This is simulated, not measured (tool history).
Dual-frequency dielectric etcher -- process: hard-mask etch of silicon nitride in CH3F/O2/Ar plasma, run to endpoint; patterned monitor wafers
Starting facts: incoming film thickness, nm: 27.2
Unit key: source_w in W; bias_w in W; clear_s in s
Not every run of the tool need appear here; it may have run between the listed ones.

run,hour,source_w,bias_w,clear_s
1,0,500,71,37.886
2,8.1,450,68,40.191
3,16.2,420,68,41.32
4,18.7,420,73,40.521
5,26.9,390,72,41.797
6,31.5,390,82,40.364
7,39.2,360,80,42.127

What does the tool deliver on the next run?
8,44.8,350,79,?

{"run 8": {"clear_s": 42.363}}

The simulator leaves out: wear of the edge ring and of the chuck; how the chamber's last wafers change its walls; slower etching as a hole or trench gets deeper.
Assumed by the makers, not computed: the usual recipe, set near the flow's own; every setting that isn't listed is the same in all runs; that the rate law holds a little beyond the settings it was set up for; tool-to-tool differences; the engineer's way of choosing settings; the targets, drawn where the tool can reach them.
